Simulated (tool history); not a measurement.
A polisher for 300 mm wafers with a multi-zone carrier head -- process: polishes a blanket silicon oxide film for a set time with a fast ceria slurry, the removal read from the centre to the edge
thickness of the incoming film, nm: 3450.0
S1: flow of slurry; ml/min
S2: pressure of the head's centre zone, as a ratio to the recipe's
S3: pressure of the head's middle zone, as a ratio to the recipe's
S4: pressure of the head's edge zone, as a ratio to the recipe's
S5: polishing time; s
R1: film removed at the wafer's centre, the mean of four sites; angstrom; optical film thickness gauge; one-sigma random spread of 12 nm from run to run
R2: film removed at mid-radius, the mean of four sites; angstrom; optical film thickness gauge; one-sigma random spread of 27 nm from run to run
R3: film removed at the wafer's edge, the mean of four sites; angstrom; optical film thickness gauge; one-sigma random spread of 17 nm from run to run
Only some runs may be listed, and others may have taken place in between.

run,hour,S1,S2,S3,S4,S5,R1,R2,R3
1,0.0,275,1.00,1.00,1.00,81,12850,12706,13404
2,4.3,295,1.02,1.06,0.99,88,14482,14330,14345
3,11.2,290,1.01,1.10,0.97,95,15419,15892,15359
4,14.7,305,1.01,1.13,0.95,100,16417,17187,16088
5,20.7,305,1.01,1.13,0.95,113,18630,19638,18357
6,24.6,360,1.01,1.13,0.95,113,18781,19976,18418
7,27.9,365,1.01,1.14,0.93,113,19008,20152,18166

Run 8, settings as shown, results not yet in. Your forecast:
8,35.7,365,1.01,1.15,0.92,113,?,?,?

{"run 8": {"R1": 18839, "R2": 20435, "R3": 18022}}
